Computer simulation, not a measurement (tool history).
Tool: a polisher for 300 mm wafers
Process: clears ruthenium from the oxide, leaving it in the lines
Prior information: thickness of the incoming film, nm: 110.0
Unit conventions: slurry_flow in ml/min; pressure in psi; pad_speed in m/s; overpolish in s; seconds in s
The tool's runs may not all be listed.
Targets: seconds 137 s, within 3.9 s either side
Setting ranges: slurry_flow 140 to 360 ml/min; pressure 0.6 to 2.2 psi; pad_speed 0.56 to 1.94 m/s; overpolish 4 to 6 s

run   hour  slurry_flow  pressure  pad_speed  overpolish  seconds
  1      0          230       1.4       1.24           6   98.118
  2    5.6          230       1.3       1.24           6   105.67
  3    8.9          230       1.3       1.48           6   91.045
  4   13.1          230       1.2       1.48           6   97.776
  5   20.8          230       1.2       1.48           6   97.697
  6   28.1          230       0.9       1.48           6   129.13
  7   35.2          225       0.9       1.48           6   131.06
  8   43.8          220       0.9       1.48           6    129.6
  9   46.2          220       0.8       1.48           6   145.22
 10   47.3          225       0.8       1.48           6   146.12
 11     55          225       0.9       1.48           6   128.16
 12   56.1          215       0.8       1.48           6   146.94
 13     59          220       0.8       1.48           6   145.32
 14   63.4          225       0.8       1.48           6   143.48
 15   71.2          245       0.9       1.48           6    128.2
 16   71.8          200       0.9       1.48           6   130.66
 17   78.3          195       0.8       1.48           6   147.03
 18   80.9          200       0.8       1.48           6   149.33
 19   86.2          205       0.8       1.48           6   146.55
 20   89.4          210       0.8       1.48           6   145.84
 21   95.5          215       0.8       1.48           6   144.98
 22  103.6          220       0.8       1.48           6   144.72
 23  111.1          225       0.8       1.48           6   144.77
 24  112.5          230       0.8       1.48           6   143.03
 25  121.4          250       0.9       1.48           6    126.9
 26  124.5          245       0.9       1.48           6   127.93
 27  125.5          240       0.9       1.48           6   129.94
 28  126.1          235       0.9       1.48           6   129.34
 29  127.6          230       0.9       1.48           6   128.89

Which one of the following 5 next-run settings gets every result inside its allowed miss? There is exactly one.
  A  129.1          325       0.8       1.42           6        ?
  B  129.1          230       0.9       1.26           6        ?
  C  129.1          235       0.8       1.42           6        ?
  D  129.1          225         1       1.14           6        ?
  E  129.1          210         1       1.26           5        ?

move  seconds
   A   145.42
   B   149.24
   C   150.23
   D   147.26
   E   136.49
A: the result that was furthest off in the last run now lies on the other side of its target
B: the result that was furthest off in the last run now lies on the other side of its target
C: the result that was furthest off in the last run now lies on the other side of its target
D: the result that was furthest off in the last run now lies on the other side of its target
E: hits every target within its allowed miss
Move E is the one to make.

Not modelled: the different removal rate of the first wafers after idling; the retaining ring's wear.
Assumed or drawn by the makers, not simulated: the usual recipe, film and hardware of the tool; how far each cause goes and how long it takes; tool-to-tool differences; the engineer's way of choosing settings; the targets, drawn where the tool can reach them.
